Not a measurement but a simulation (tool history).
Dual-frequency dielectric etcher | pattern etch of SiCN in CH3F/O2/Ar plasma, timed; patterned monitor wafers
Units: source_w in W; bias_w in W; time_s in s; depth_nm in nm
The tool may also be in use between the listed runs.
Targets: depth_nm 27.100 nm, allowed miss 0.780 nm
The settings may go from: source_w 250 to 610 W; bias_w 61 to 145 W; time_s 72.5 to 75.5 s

run,hour,source_w,bias_w,time_s,depth_nm
1,0.0,430,103,72.5,33.939
2,4.3,430,116,72.5,35.566
3,10.6,390,108,72.5,33.149
4,14.1,360,103,72.5,32.009
5,17.6,330,103,72.5,30.937
6,20.1,330,103,75.5,32.117
7,22.0,320,98,75.0,31.351
8,29.5,260,77,72.5,25.525
9,34.9,270,78,72.5,26.189

Which of these 4 next moves meets every target?
A,40.3,300,61,73.0,?
B,40.3,250,91,74.0,?
C,40.3,250,75,74.0,?
D,40.3,270,75,72.5,?

move,depth_nm
A,25.328
B,27.396
C,25.631
D,25.847
A: further off than the last run
B: meets every target
C: further off than the last run
D: further off than the last run
Move B is the one to make.
